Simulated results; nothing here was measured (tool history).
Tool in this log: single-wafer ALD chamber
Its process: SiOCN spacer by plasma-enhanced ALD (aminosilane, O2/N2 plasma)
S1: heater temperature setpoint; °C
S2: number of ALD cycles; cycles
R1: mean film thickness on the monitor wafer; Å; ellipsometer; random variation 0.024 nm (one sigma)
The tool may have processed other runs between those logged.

run	hour	S1	S2	R1
1	0	390	113	72.642
2	3.3	390	101	64.809
3	10.1	390	104	66.602
4	17.4	390	106	67.96
5	18.1	390	96	61.624
6	24.6	390	99	63.248
7	26.8	390	102	65.273
8	35.5	390	105	67.244
9	42.9	390	107	68.699
10	47.9	390	109	69.671

Run 11 comes next. What will it give?
11	54.1	390	111	?

{"run 11": {"R1": 71.057}}

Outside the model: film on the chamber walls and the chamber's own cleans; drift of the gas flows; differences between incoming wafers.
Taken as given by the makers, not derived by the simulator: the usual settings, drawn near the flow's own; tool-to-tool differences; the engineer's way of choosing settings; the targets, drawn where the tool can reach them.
